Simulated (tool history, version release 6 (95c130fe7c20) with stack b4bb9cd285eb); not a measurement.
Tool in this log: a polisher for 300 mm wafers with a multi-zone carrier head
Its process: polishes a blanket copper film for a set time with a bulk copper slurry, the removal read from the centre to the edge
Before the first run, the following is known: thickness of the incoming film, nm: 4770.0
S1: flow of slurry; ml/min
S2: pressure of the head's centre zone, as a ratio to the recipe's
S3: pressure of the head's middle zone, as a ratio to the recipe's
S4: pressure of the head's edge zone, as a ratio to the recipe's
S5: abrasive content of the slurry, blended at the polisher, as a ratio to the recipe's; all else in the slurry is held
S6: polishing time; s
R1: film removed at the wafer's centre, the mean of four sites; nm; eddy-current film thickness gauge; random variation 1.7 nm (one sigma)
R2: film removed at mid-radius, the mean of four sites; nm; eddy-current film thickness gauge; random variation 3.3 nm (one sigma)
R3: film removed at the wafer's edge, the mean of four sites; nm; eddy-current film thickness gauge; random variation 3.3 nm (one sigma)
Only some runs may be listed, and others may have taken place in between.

{"run": 1, "hour": 0.0, "S1": 245, "S2": 1, "S3": 1, "S4": 1, "S5": 1, "S6": 32, "R1": 417.43, "R2": 424.99, "R3": 431.63}
{"run": 2, "hour": 8.9, "S1": 245, "S2": 0.99, "S3": 0.98, "S4": 0.97, "S5": 0.9, "S6": 29, "R1": 370.46, "R2": 372.29, "R3": 380.53}
{"run": 3, "hour": 17.8, "S1": 245, "S2": 0.99, "S3": 0.98, "S4": 0.97, "S5": 1, "S6": 29, "R1": 382.58, "R2": 383.39, "R3": 390.55}
{"run": 4, "hour": 23.6, "S1": 245, "S2": 0.99, "S3": 0.98, "S4": 0.97, "S5": 1.1, "S6": 29, "R1": 384.73, "R2": 395.21, "R3": 386.07}
{"run": 5, "hour": 24.8, "S1": 245, "S2": 0.98, "S3": 0.97, "S4": 0.94, "S5": 1, "S6": 26, "R1": 333.19, "R2": 340.57, "R3": 347.71}
{"run": 6, "hour": 30.8, "S1": 245, "S2": 0.98, "S3": 0.97, "S4": 0.94, "S5": 1.2, "S6": 26, "R1": 347.17, "R2": 347.77, "R3": 349.17}
{"run": 7, "hour": 33.6, "S1": 260, "S2": 1.02, "S3": 0.96, "S4": 0.86, "S5": 0.95, "S6": 17, "R1": 227.51, "R2": 217.41, "R3": 222.49}
{"run": 8, "hour": 38.0, "S1": 260, "S2": 1.02, "S3": 0.97, "S4": 0.87, "S5": 0.95, "S6": 17, "R1": 227.11, "R2": 215.29, "R3": 212.34}
{"run": 9, "hour": 46.9, "S1": 260, "S2": 1.01, "S3": 0.97, "S4": 0.89, "S5": 0.95, "S6": 17, "R1": 222.46, "R2": 220.64, "R3": 222.48}
{"run": 10, "hour": 50.0, "S1": 260, "S2": 1.01, "S3": 0.97, "S4": 0.9, "S5": 1, "S6": 17, "R1": 228.14, "R2": 218.15, "R3": 223.97}
{"run": 11, "hour": 57.2, "S1": 260, "S2": 1, "S3": 0.97, "S4": 0.9, "S5": 1.05, "S6": 17, "R1": 227.95, "R2": 222.23, "R3": 222.97}

Estimate the outcome of run 12 from the log above:
{"run": 12, "hour": 64.4, "S1": 260, "S2": 0.99, "S3": 0.97, "S4": 0.9, "S5": 1.1, "S6": 17, "R1": "?", "R2": "?", "R3": "?"}

Logged for run 12: R1 223.93 nm, R2 225.37 nm, R3 228.35 nm.
